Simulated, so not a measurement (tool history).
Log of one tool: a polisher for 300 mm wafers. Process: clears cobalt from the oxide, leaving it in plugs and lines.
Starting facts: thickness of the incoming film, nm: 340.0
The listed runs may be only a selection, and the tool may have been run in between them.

run	hour	flow of slurry (ml/min)	pressure of the wafer on the pad (kPa)	speed of the pad under the wafer (m/s)	overpolish time after the end point (s)	time until the end point was called (s)	dishing of a wide line in a test structure (angstrom)
1	0.0	245	14.5	1.06	17	56.863	445.45
2	3.1	245	14.5	1.06	16	56.869	440.68
3	4.1	245	14.5	1.06	15	55.277	410.36
4	13.1	245	11.0	1.06	15	74.146	364.05
5	20.5	245	11.0	1.06	14	73.464	352.25
6	23.3	245	11.0	1.32	14	59.638	405.44

Forecast run 7:
7	26.9	245	11.0	1.32	14	?	?

Run 7 gave time until the end point was called (s) 58.444, dishing of a wide line in a test structure (angstrom) 391.12.
